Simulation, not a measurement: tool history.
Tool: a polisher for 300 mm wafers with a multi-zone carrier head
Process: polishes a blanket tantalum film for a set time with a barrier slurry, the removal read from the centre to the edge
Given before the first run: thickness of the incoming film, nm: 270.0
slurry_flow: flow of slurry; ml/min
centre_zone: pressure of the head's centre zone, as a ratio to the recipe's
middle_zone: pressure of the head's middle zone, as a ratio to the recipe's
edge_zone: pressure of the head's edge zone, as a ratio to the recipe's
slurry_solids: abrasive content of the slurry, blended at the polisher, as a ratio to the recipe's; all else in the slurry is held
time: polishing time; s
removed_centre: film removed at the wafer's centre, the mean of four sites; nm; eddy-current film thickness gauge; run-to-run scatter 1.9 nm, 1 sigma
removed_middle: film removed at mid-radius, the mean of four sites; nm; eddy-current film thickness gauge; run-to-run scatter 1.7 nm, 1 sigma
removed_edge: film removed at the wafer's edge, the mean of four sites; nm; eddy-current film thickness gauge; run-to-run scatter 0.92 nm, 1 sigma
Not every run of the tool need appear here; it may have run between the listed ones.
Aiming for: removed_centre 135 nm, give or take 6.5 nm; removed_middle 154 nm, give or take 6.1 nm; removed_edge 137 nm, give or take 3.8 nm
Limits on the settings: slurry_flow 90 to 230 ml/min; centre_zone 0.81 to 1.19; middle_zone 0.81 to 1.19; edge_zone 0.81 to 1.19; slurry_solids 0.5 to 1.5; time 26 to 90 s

{"run": 1, "hour": 0.0, "slurry_flow": 150, "centre_zone": 1, "middle_zone": 1, "edge_zone": 1, "slurry_solids": 1, "time": 58, "removed_centre": 99.051, "removed_middle": 96.189, "removed_edge": 98.897}
{"run": 2, "hour": 3.1, "slurry_flow": 160, "centre_zone": 1, "middle_zone": 1.04, "edge_zone": 1.02, "slurry_solids": 1.1, "time": 59, "removed_centre": 104.45, "removed_middle": 107.45, "removed_edge": 104.71}
{"run": 3, "hour": 11.6, "slurry_flow": 165, "centre_zone": 1.01, "middle_zone": 1.06, "edge_zone": 1.05, "slurry_solids": 1.2, "time": 60, "removed_centre": 108.57, "removed_middle": 113.13, "removed_edge": 110.38}
{"run": 4, "hour": 20.5, "slurry_flow": 175, "centre_zone": 1.02, "middle_zone": 1.08, "edge_zone": 1.06, "slurry_solids": 1.25, "time": 61, "removed_centre": 113.63, "removed_middle": 119.21, "removed_edge": 114.1}
{"run": 5, "hour": 22.2, "slurry_flow": 180, "centre_zone": 1.02, "middle_zone": 1.1, "edge_zone": 1.07, "slurry_solids": 1.3, "time": 62, "removed_centre": 116.65, "removed_middle": 125.87, "removed_edge": 118.96}
{"run": 6, "hour": 30.4, "slurry_flow": 180, "centre_zone": 1.02, "middle_zone": 1.1, "edge_zone": 1.07, "slurry_solids": 1.1, "time": 62, "removed_centre": 111.77, "removed_middle": 119.57, "removed_edge": 112.99}
{"run": 7, "hour": 34.2, "slurry_flow": 185, "centre_zone": 1.03, "middle_zone": 1.12, "edge_zone": 1.08, "slurry_solids": 1.2, "time": 63, "removed_centre": 120.32, "removed_middle": 125.5, "removed_edge": 118.06}
{"run": 8, "hour": 43.2, "slurry_flow": 190, "centre_zone": 1.03, "middle_zone": 1.13, "edge_zone": 1.09, "slurry_solids": 1.25, "time": 64, "removed_centre": 120.67, "removed_middle": 130.28, "removed_edge": 121.59}
{"run": 9, "hour": 51.5, "slurry_flow": 190, "centre_zone": 1.03, "middle_zone": 1.14, "edge_zone": 1.09, "slurry_solids": 1.3, "time": 65, "removed_centre": 123.61, "removed_middle": 135.55, "removed_edge": 123.64}
{"run": 10, "hour": 58.9, "slurry_flow": 195, "centre_zone": 1.03, "middle_zone": 1.15, "edge_zone": 1.1, "slurry_solids": 1.35, "time": 66, "removed_centre": 128.37, "removed_middle": 138.11, "removed_edge": 128.71}

Which single option among these 5 for the next run brings every result within its allowed miss of target? Just one does.
{"run": "A", "hour": 66.3, "slurry_flow": 175, "centre_zone": 1.08, "middle_zone": 1.03, "edge_zone": 1.19, "slurry_solids": 1.45, "time": 62, "removed_centre": "?", "removed_middle": "?", "removed_edge": "?"}
{"run": "B", "hour": 66.3, "slurry_flow": 205, "centre_zone": 1.01, "middle_zone": 1.18, "edge_zone": 1.08, "slurry_solids": 1.1, "time": 74, "removed_centre": "?", "removed_middle": "?", "removed_edge": "?"}
{"run": "C", "hour": 66.3, "slurry_flow": 195, "centre_zone": 0.87, "middle_zone": 0.99, "edge_zone": 1.19, "slurry_solids": 1.35, "time": 71, "removed_centre": "?", "removed_middle": "?", "removed_edge": "?"}
{"run": "D", "hour": 66.3, "slurry_flow": 175, "centre_zone": 0.98, "middle_zone": 1.19, "edge_zone": 1.07, "slurry_solids": 1.15, "time": 69, "removed_centre": "?", "removed_middle": "?", "removed_edge": "?"}
{"run": "E", "hour": 66.3, "slurry_flow": 190, "centre_zone": 1.05, "middle_zone": 1.19, "edge_zone": 0.93, "slurry_solids": 1.1, "time": 74, "removed_centre": "?", "removed_middle": "?", "removed_edge": "?"}

move=A removed_centre=126.46 removed_middle=119.91 removed_edge=124.73
move=B removed_centre=135.41 removed_middle=153.89 removed_edge=136.08
move=C removed_centre=116.37 removed_middle=132.66 removed_edge=142.11
move=D removed_centre=121.21 removed_middle=143.39 removed_edge=126.05
move=E removed_centre=139.41 removed_middle=153.62 removed_edge=127.96
A: misses by more than the last run did
B: every result lands within tolerance
C: misses by more than the last run did
D: misses by more than the last run did
E: gets the furthest-off result to its target, but another result is out of tolerance
The move that meets every target is B.
